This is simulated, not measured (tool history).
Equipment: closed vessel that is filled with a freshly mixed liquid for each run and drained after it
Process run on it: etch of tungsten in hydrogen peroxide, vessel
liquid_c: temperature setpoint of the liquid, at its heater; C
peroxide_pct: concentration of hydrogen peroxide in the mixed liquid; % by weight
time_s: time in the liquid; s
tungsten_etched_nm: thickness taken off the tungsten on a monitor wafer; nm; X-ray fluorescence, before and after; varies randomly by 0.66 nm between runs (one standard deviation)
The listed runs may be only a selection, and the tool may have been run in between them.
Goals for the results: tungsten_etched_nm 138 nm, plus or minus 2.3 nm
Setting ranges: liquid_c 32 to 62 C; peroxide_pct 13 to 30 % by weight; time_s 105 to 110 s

run,hour,liquid_c,peroxide_pct,time_s,tungsten_etched_nm
1,0,46,24,105,252.25
2,0.8,44.5,24,105,230.22
3,7,43.5,24,105,214.99
4,14.8,42.5,24,105,202.35
5,18.9,41.5,24,105,188.41
6,27.2,46,24,105,250.97
7,30.3,44.5,24,105,229.4
8,31.7,43.5,24,105,214.8
9,38.8,42.5,24,105,202.53
10,40,41.5,24,105,190.57
11,48.4,41,24,105,183.44
12,50.9,35.5,24,105,127.71
13,53.3,36,24,105,131.01

5 candidate next runs follow, results not yet known. Just one meets every target within its allowed miss. Identify it.
A,55.7,36,24.5,105,?
B,55.7,34.5,25.5,105,?
C,55.7,36.5,21.5,105,?
D,55.7,36,22,105,?
E,55.7,36,26.5,105,?

move,tungsten_etched_nm
A,133.47
B,123.12
C,129.27
D,126.47
E,138.81
A: better than the last run, though not everything is in spec
B: moves away from the targets compared with the last run
C: moves away from the targets compared with the last run
D: moves away from the targets compared with the last run
E: all results land within tolerance of their targets
Answer: E

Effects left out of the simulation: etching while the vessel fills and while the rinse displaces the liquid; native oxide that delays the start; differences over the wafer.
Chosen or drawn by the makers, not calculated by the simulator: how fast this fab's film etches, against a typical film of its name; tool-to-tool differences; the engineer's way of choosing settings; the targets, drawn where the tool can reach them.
